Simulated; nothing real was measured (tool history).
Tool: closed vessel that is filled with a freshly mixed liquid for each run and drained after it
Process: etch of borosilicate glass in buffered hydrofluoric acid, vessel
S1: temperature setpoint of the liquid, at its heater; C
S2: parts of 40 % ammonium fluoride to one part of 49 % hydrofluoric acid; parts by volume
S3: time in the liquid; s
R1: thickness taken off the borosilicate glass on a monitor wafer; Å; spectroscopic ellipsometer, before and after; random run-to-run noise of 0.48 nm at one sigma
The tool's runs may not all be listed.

run  hour    S1    S2  S3      R1
  1   0.0  21.0  16.0  95  652.06
  2   0.9  24.0  16.0  95  768.39
  3   1.8  22.5  16.0  95  707.68
  4  10.4  24.5  15.0  95  841.28
  5  17.6  24.5  17.5  95  719.66
  6  26.1  24.5  21.0  95  612.11
  7  33.4  26.0  18.5  95  742.61

For run 8, what comes out?
  8  38.2  27.0  16.5  95   ?

Run 8 produced R1 871.91 Å.
